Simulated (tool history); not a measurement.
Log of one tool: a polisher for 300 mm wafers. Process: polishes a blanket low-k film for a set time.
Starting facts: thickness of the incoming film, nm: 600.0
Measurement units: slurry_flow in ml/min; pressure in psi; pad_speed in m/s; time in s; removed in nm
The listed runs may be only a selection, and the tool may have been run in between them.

run	day	slurry_flow	pressure	pad_speed	slurry_solids	time	removed
1	0	240	2.4	1.02	1	29	12.78
2	0.154	240	2.4	0.92	1	29	11.694
3	0.2	240	2.6	0.92	1	29	12.65
4	0.529	240	2.8	0.92	1	29	13.664
5	0.796	240	2.9	0.92	1	29	14.097
6	0.921	240	3	0.92	1	29	14.529
7	1.025	240	3.1	0.92	1	29	15.097

Run 8 comes next. What will it give?
8	1.204	240	3.2	0.92	1	29	?

Logged for run 8: removed 15.485 nm.

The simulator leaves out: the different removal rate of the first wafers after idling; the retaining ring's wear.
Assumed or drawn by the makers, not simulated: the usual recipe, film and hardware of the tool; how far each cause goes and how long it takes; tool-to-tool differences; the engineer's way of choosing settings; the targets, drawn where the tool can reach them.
